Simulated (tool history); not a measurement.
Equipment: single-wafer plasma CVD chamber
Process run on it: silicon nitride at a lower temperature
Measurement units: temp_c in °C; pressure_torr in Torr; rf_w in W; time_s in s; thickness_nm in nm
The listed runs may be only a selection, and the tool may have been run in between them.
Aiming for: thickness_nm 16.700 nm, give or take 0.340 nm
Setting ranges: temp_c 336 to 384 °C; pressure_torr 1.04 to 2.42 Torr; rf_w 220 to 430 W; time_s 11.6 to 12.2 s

run,hour,temp_c,pressure_torr,rf_w,time_s,thickness_nm
1,0.0,360,1.73,325,12.2,14.675
2,4.3,360,1.73,325,11.6,13.940
3,9.1,360,1.80,330,11.6,14.268
4,15.3,360,1.86,335,11.6,14.548
5,17.4,360,1.91,340,11.6,14.795
6,24.5,360,1.96,345,11.6,15.270
7,27.7,360,2.31,355,11.6,16.014
8,34.5,360,2.32,355,11.6,15.868

5 next moves are on the table. One of them brings every result within its allowed miss. Which?
A,41.3,364,2.42,365,12.2,?
B,41.3,357,2.23,350,11.7,?
C,41.3,370,2.27,360,12.1,?
D,41.3,357,2.39,325,11.6,?
E,41.3,356,2.16,305,12.2,?

move,thickness_nm
A,17.155
B,15.708
C,16.554
D,15.054
E,14.758
A: takes the result that was furthest off past its target
B: misses by more than the last run did
C: in spec on every target
D: misses by more than the last run did
E: misses by more than the last run did
Correct choice: C, which meets every target
